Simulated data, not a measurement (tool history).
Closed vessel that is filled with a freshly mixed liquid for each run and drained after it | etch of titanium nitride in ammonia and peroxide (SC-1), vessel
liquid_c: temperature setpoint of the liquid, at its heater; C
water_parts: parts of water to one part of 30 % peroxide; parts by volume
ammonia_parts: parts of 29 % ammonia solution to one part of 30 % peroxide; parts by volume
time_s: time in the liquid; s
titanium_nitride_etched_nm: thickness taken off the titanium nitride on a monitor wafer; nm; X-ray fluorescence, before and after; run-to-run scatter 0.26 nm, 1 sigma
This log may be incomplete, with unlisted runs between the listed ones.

{"run": 1, "hour": 0.0, "liquid_c": 47.0, "water_parts": 16.5, "ammonia_parts": 0.65, "time_s": 1815, "titanium_nitride_etched_nm": 82.908}
{"run": 2, "hour": 4.7, "liquid_c": 47.0, "water_parts": 16.5, "ammonia_parts": 0.65, "time_s": 1945, "titanium_nitride_etched_nm": 87.736}
{"run": 3, "hour": 13.1, "liquid_c": 43.0, "water_parts": 16.5, "ammonia_parts": 0.65, "time_s": 1945, "titanium_nitride_etched_nm": 66.26}
{"run": 4, "hour": 15.1, "liquid_c": 43.0, "water_parts": 16.5, "ammonia_parts": 0.55, "time_s": 1945, "titanium_nitride_etched_nm": 64.379}
{"run": 5, "hour": 22.2, "liquid_c": 43.0, "water_parts": 16.5, "ammonia_parts": 0.55, "time_s": 1945, "titanium_nitride_etched_nm": 65.036}
{"run": 6, "hour": 25.5, "liquid_c": 41.5, "water_parts": 19.0, "ammonia_parts": 0.55, "time_s": 1945, "titanium_nitride_etched_nm": 53.735}
{"run": 7, "hour": 33.8, "liquid_c": 40.5, "water_parts": 20.5, "ammonia_parts": 0.55, "time_s": 1945, "titanium_nitride_etched_nm": 47.436}

Forecast run 8:
{"run": 8, "hour": 43.0, "liquid_c": 39.5, "water_parts": 21.5, "ammonia_parts": 0.55, "time_s": 1945, "titanium_nitride_etched_nm": "?"}

Logged for run 8: titanium_nitride_etched_nm 42.961 nm.

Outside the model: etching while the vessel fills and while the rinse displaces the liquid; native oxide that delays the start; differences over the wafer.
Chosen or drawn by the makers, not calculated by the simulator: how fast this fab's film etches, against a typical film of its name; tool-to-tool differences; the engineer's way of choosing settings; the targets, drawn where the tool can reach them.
